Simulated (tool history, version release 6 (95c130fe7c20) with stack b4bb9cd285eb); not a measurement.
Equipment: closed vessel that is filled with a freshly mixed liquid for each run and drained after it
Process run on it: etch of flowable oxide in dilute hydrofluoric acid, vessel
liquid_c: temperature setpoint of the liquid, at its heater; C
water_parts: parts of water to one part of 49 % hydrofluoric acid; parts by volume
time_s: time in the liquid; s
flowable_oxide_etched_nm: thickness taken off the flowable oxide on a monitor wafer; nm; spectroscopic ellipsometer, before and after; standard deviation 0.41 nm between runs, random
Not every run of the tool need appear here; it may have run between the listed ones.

run,day,liquid_c,water_parts,time_s,flowable_oxide_etched_nm
1,0,24,225,850,88.097
2,0.358,22.5,235,850,80.298
3,0.483,22.5,175,850,114.82
4,0.588,25,175,850,125.4
5,0.812,25,175,910,133.35
6,1.188,27,175,910,145.44
7,1.354,25,200,910,113.43
8,1.6,23.5,220,910,95.611

Run 9 comes next. What will it give?
9,1.842,22.5,235,910,?

Run 9 measured flowable_oxide_etched_nm 85.828 nm.
